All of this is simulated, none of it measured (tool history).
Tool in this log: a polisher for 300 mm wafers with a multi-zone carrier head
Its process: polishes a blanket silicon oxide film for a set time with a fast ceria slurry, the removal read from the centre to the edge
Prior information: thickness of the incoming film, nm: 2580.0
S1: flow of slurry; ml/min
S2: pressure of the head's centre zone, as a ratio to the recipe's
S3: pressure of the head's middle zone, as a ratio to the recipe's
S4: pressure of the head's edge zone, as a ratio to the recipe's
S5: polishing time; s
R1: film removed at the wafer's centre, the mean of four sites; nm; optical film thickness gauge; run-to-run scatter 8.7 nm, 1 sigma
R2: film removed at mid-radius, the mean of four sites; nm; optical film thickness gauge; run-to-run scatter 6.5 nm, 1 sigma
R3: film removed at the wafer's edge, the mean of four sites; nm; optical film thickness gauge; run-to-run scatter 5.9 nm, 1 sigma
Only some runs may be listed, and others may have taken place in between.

run,hour,S1,S2,S3,S4,S5,R1,R2,R3
1,0,225,1,1,1,72,1117.8,1112.4,1155.6
2,1.4,225,1,1,1,56,860.8,869.85,904.75
3,2.3,225,1,0.97,1,56,868.93,833.34,888.08
4,6.3,225,1,1.01,1,56,847.1,866.51,898.96
5,14.3,270,1,1.01,1,56,897.53,897.39,900.27
6,16.1,290,1,1.01,0.96,51,793.88,813.74,814.41
7,17,305,1.04,1.03,0.93,47,762.02,749.51,745.57
8,19.5,320,1.07,1.07,0.9,45,747.59,744.78,697.82
9,21.8,320,1.08,1.08,0.88,44,756.09,740.63,680.93
10,25.2,265,1.07,1.1,0.81,39,629.3,669.6,569.21
11,26.3,270,1.08,1.1,0.82,39,646.05,668.8,588.48

Run 12 comes next. What will it give?
12,27.1,275,1.09,1.11,0.82,39,?,?,?

Run 12 produced R1 642.9 nm, R2 672.03 nm, R3 579.33 nm.

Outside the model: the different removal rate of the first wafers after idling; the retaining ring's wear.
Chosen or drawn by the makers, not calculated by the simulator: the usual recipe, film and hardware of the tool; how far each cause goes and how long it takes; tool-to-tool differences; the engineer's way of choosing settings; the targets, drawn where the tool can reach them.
